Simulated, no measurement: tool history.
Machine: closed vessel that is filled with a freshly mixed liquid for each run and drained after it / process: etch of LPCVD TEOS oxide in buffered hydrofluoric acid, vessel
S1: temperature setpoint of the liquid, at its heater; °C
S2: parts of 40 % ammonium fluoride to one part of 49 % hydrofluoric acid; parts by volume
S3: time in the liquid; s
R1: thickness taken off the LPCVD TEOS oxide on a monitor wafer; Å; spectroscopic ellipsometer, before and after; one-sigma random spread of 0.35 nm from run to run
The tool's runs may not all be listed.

Run 1, hour 0.0: S1 22.0 °C, S2 17 parts by volume, S3 100 s. Result: R1 1283.60 Å.
Run 2, hour 6.2: S1 20.5 °C, S2 18 parts by volume, S3 100 s. Result: R1 1112.60 Å.
Run 3, hour 9.0: S1 20.5 °C, S2 21 parts by volume, S3 100 s. Result: R1 967.08 Å.
Run 4, hour 11.0: S1 23.0 °C, S2 21 parts by volume, S3 100 s. Result: R1 1114.10 Å.
Run 5, hour 20.3: S1 21.0 °C, S2 21 parts by volume, S3 100 s. Result: R1 1001.60 Å.
Run 6, hour 24.0: S1 20.0 °C, S2 21 parts by volume, S3 100 s. Result: R1 940.82 Å.

Predict the results of run 7:
Run 7, hour 25.8: S1 19.0 °C, S2 21 parts by volume, S3 100 s. Result: R1 ?.

Run 7 gave R1 890.19 Å.
